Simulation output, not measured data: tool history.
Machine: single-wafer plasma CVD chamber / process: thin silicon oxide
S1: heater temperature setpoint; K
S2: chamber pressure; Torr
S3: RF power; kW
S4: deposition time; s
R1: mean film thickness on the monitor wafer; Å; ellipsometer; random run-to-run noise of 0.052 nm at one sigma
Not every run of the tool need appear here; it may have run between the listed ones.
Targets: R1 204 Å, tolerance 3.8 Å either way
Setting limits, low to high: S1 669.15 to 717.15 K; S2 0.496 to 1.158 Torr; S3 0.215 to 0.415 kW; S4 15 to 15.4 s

run,hour,S1,S2,S3,S4,R1
1,0,693.15,0.827,0.315,15,290.92
2,1,693.15,0.777,0.315,15,276.11
3,5.4,693.15,0.734,0.315,15,262.13
4,12.4,693.15,0.7,0.315,15,250.89
5,18.9,693.15,0.673,0.315,15,242.33
6,20.2,693.15,0.651,0.315,15,233.92
7,22.3,693.15,0.516,0.31,15,186.25
8,30.5,693.15,0.585,0.31,15,209.89
9,33.8,693.15,0.582,0.31,15,209.45
10,36.5,693.15,0.554,0.31,15,199.03

Which of these 4 next moves meets every target?
A,39.2,680.15,0.507,0.315,15.4,?
B,39.2,694.15,0.507,0.345,15.2,?
C,39.2,695.15,0.521,0.335,15,?
D,39.2,691.15,0.581,0.285,15.4,?

move,R1
A,190.71
B,194.83
C,194.47
D,204.67
A: the biggest miss grows against the last run
B: the biggest miss grows against the last run
C: the biggest miss grows against the last run
D: each result inside its tolerance
D meets every target.
